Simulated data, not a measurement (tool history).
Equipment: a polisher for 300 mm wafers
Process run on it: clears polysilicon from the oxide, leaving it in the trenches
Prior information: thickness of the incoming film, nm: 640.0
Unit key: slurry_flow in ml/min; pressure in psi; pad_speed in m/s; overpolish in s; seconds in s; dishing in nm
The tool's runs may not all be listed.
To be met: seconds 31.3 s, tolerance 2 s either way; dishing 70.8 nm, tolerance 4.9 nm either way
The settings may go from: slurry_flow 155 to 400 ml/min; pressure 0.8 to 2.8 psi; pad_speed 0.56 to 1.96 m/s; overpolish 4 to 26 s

Run 1, day 0: slurry_flow 255 ml/min, pressure 1.8 psi, pad_speed 1.26 m/s, overpolish 13 s. Result: seconds 51.93 s, dishing 67.11 nm.
Run 2, day 0.362: slurry_flow 205 ml/min, pressure 1.8 psi, pad_speed 1.26 m/s, overpolish 13 s. Result: seconds 52.594 s, dishing 68.89 nm.
Run 3, day 0.562: slurry_flow 205 ml/min, pressure 1.8 psi, pad_speed 1.02 m/s, overpolish 13 s. Result: seconds 63.231 s, dishing 64.969 nm.
Run 4, day 0.633: slurry_flow 205 ml/min, pressure 1.8 psi, pad_speed 1.02 m/s, overpolish 19 s. Result: seconds 63.954 s, dishing 70.356 nm.
Run 5, day 0.95: slurry_flow 215 ml/min, pressure 2 psi, pad_speed 1.06 m/s, overpolish 16 s. Result: seconds 55.652 s, dishing 74.582 nm.
Run 6, day 1.104: slurry_flow 225 ml/min, pressure 2 psi, pad_speed 1.2 m/s, overpolish 13 s. Result: seconds 50.668 s, dishing 70.601 nm.
Run 7, day 1.325: slurry_flow 240 ml/min, pressure 2.1 psi, pad_speed 1.28 m/s, overpolish 11 s. Result: seconds 43.445 s, dishing 66.967 nm.
Run 8, day 1.462: slurry_flow 240 ml/min, pressure 2.2 psi, pad_speed 1.3 m/s, overpolish 11 s. Result: seconds 41.988 s, dishing 67.588 nm.
Run 9, day 1.704: slurry_flow 240 ml/min, pressure 2.3 psi, pad_speed 1.32 m/s, overpolish 11 s. Result: seconds 39.416 s, dishing 71.215 nm.
Run 10, day 1.879: slurry_flow 240 ml/min, pressure 2.3 psi, pad_speed 1.32 m/s, overpolish 11 s. Result: seconds 38.726 s, dishing 69.1 nm.
Run 11, day 2.058: slurry_flow 240 ml/min, pressure 2.4 psi, pad_speed 1.32 m/s, overpolish 11 s. Result: seconds 37.444 s, dishing 71.293 nm.
Run 12, day 2.125: slurry_flow 240 ml/min, pressure 2.5 psi, pad_speed 1.32 m/s, overpolish 11 s. Result: seconds 35.92 s, dishing 72.833 nm.
Run 13, day 2.321: slurry_flow 240 ml/min, pressure 2.8 psi, pad_speed 1.36 m/s, overpolish 7 s. Result: seconds 30.941 s, dishing 63.204 nm.

Consider the 5 candidate settings below. Which is the only one whose results all fall within their allowed miss of target?
Run A, day 2.517: slurry_flow 245 ml/min, pressure 2.6 psi, pad_speed 1.54 m/s, overpolish 9 s. Result: seconds ?, dishing ?.
Run B, day 2.517: slurry_flow 245 ml/min, pressure 2.7 psi, pad_speed 1.26 m/s, overpolish 6 s. Result: seconds ?, dishing ?.
Run C, day 2.517: slurry_flow 200 ml/min, pressure 2.1 psi, pad_speed 1.78 m/s, overpolish 6 s. Result: seconds ?, dishing ?.
Run D, day 2.517: slurry_flow 235 ml/min, pressure 2.7 psi, pad_speed 1.22 m/s, overpolish 6 s. Result: seconds ?, dishing ?.
Run E, day 2.517: slurry_flow 240 ml/min, pressure 2.8 psi, pad_speed 1.28 m/s, overpolish 5 s. Result: seconds ?, dishing ?.

move  seconds  dishing
   A   30.564   67.667
   B   34.855   55.989
   C   34.174   56.497
   D   35.978   55.164
   E   33.284   52.389
A: hits every target within its allowed miss
B: further off than the last run
C: further off than the last run
D: further off than the last run
E: further off than the last run
The move that meets every target is A.
